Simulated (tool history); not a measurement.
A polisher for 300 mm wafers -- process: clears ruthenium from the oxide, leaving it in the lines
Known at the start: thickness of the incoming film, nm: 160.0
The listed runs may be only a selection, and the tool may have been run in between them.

run	hour	flow of slurry (ml/min)	pressure of the wafer on the pad (kPa)	speed of the pad under the wafer (m/s)	overpolish time after the end point (s)	time until the end point was called (s)
1	0	135	17.9	0.8	21	150.4
2	4.9	135	17.9	0.6	21	198.35
3	8.2	105	17.9	0.6	21	214.21
4	15.5	110	17.9	0.6	21	209.74
5	21.8	115	17.9	0.6	21	202.61
6	23.7	120	17.9	0.6	21	203.69
7	24.3	125	17.9	0.6	21	205.82
8	29.9	130	17.9	0.6	21	200.28

What does the tool deliver on the next run?
9	38	135	17.9	0.6	21	?

time until the end point was called (s): 195.15

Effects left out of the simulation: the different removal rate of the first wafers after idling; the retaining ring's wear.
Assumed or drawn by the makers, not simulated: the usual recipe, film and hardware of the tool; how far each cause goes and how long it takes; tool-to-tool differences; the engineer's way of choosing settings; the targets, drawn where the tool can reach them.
